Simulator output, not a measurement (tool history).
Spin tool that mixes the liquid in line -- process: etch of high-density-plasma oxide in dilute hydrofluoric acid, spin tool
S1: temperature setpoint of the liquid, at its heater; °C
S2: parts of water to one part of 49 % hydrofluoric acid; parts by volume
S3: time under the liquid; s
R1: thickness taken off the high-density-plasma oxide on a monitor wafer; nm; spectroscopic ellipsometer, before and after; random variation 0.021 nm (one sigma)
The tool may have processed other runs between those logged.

run	hour	S1	S2	S3	R1
1	0	25	190	280	7.6438
2	2.9	24	195	280	7.1243
3	5.8	21	195	280	6.3381
4	8.8	21	170	280	7.5142
5	13.4	21	170	280	7.5551
6	14.6	20.5	180	280	6.8672

The next listed run, before its measurement:
7	19.8	20	185	280	?

R1: 6.5155 nm

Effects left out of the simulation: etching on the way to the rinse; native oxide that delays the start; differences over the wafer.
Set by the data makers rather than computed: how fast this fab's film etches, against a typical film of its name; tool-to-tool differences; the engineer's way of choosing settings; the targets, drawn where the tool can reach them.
